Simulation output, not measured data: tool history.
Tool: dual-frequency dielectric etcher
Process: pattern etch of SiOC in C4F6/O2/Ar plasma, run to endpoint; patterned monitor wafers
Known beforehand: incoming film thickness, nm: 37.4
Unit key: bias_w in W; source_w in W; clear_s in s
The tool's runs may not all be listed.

run 1 hour=0.0 | bias_w=457 source_w=400 | clear_s=13.383
run 2 hour=2.1 | bias_w=533 source_w=400 | clear_s=12.759
run 3 hour=10.5 | bias_w=485 source_w=370 | clear_s=13.758
run 4 hour=13.0 | bias_w=429 source_w=370 | clear_s=14.271
run 5 hour=13.8 | bias_w=429 source_w=340 | clear_s=14.875
run 6 hour=21.4 | bias_w=403 source_w=330 | clear_s=15.621
run 7 hour=24.1 | bias_w=387 source_w=330 | clear_s=15.649
run 8 hour=30.0 | bias_w=370 source_w=330 | clear_s=16.104
run 9 hour=31.7 | bias_w=361 source_w=330 | clear_s=16.144

The next listed run, before its measurement:
run 10 hour=37.2 | bias_w=352 source_w=330 | clear_s=?

Run 10 produced clear_s 16.316 s.
